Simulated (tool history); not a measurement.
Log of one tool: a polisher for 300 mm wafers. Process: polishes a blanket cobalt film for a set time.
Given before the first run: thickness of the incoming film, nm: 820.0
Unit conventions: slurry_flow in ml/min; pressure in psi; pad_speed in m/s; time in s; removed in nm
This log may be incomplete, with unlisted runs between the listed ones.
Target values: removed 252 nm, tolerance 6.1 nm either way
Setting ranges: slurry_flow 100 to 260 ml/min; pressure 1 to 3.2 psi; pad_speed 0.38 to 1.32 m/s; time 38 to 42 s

run  hour  slurry_flow  pressure  pad_speed  time  removed
  1     0          165       2.1       0.84    42   171.36
  2     7          165       2.1       0.96    42   193.95
  3  14.2          180       2.2       0.96    42   203.93
  4  17.4          200       2.2       0.96    42   205.81
  5  19.8          200       2.3       0.96    42   215.23
  6  26.6          200       2.4       0.96    42   225.96
  7    34          200       2.5       0.96    42   235.38
  8  34.7          200       2.6       0.96    42   244.76

Which single option among these 5 for the next run brings every result within its allowed miss of target? Just one does.
  A  35.4          170       2.3       1.28    39        ?
  B  35.4          205       2.5       1.14    41        ?
  C  35.4          225       2.9       0.94    41        ?
  D  35.4          225       2.8       0.98    39        ?
  E  35.4          200       2.8          1    42        ?

move  removed
   A   262.51
   B   273.77
   C   265.03
   D   253.69
   E   274.81
A: takes the biggest miss from the last run beyond its target
B: takes the biggest miss from the last run beyond its target
C: takes the biggest miss from the last run beyond its target
D: every result lands within tolerance
E: takes the biggest miss from the last run beyond its target
Move D is the one to make.

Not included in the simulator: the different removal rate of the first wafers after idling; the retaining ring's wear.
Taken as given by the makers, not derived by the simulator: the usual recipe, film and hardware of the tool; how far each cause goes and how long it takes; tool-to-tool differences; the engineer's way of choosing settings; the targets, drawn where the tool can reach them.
